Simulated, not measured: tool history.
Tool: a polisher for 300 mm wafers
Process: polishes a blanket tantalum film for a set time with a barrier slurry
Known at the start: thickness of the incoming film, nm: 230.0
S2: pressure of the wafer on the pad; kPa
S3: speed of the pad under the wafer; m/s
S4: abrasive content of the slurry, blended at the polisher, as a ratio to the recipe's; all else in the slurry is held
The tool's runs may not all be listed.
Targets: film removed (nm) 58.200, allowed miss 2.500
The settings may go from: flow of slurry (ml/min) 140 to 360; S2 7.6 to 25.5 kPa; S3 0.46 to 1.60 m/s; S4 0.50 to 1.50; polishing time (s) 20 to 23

run 1 hour=0.0 | flow_of_slurry_(ml/min)=230 S2=16.5 S3=1.02 S4=1.00 polishing_time_(s)=23 | film_removed_(nm)=45.502
run 2 hour=5.8 | flow_of_slurry_(ml/min)=185 S2=16.5 S3=1.02 S4=1.00 polishing_time_(s)=23 | film_removed_(nm)=44.378
run 3 hour=14.0 | flow_of_slurry_(ml/min)=185 S2=17.9 S3=1.02 S4=1.00 polishing_time_(s)=23 | film_removed_(nm)=46.754
run 4 hour=15.4 | flow_of_slurry_(ml/min)=140 S2=17.9 S3=1.02 S4=1.00 polishing_time_(s)=23 | film_removed_(nm)=44.797
run 5 hour=22.9 | flow_of_slurry_(ml/min)=140 S2=17.9 S3=1.02 S4=1.00 polishing_time_(s)=23 | film_removed_(nm)=44.671
run 6 hour=31.8 | flow_of_slurry_(ml/min)=165 S2=19.3 S3=1.02 S4=1.00 polishing_time_(s)=23 | film_removed_(nm)=51.382
run 7 hour=33.0 | flow_of_slurry_(ml/min)=180 S2=19.3 S3=1.02 S4=1.00 polishing_time_(s)=23 | film_removed_(nm)=51.897
run 8 hour=41.5 | flow_of_slurry_(ml/min)=190 S2=19.3 S3=1.02 S4=1.00 polishing_time_(s)=23 | film_removed_(nm)=51.974
run 9 hour=46.9 | flow_of_slurry_(ml/min)=200 S2=20.0 S3=1.02 S4=1.00 polishing_time_(s)=23 | film_removed_(nm)=54.401
run 10 hour=47.9 | flow_of_slurry_(ml/min)=205 S2=20.0 S3=1.02 S4=1.00 polishing_time_(s)=23 | film_removed_(nm)=53.771
run 11 hour=52.4 | flow_of_slurry_(ml/min)=210 S2=20.7 S3=1.02 S4=1.00 polishing_time_(s)=23 | film_removed_(nm)=54.426

Which of these 5 next moves meets every target?
run A hour=56.9 | flow_of_slurry_(ml/min)=285 S2=23.4 S3=0.96 S4=1.10 polishing_time_(s)=21 | film_removed_(nm)=?
run B hour=56.9 | flow_of_slurry_(ml/min)=205 S2=17.2 S3=1.14 S4=1.00 polishing_time_(s)=23 | film_removed_(nm)=?
run C hour=56.9 | flow_of_slurry_(ml/min)=165 S2=19.3 S3=1.24 S4=1.05 polishing_time_(s)=23 | film_removed_(nm)=?
run D hour=56.9 | flow_of_slurry_(ml/min)=230 S2=24.1 S3=0.98 S4=0.85 polishing_time_(s)=20 | film_removed_(nm)=?
run E hour=56.9 | flow_of_slurry_(ml/min)=210 S2=25.5 S3=1.02 S4=0.95 polishing_time_(s)=23 | film_removed_(nm)=?

move=A film_removed_(nm)=57.611
move=B film_removed_(nm)=52.478
move=C film_removed_(nm)=62.093
move=D film_removed_(nm)=51.799
move=E film_removed_(nm)=66.965
A: meets every target
B: further off than the last run
C: takes the result that was furthest off past its target
D: further off than the last run
E: takes the result that was furthest off past its target
The right move is A.
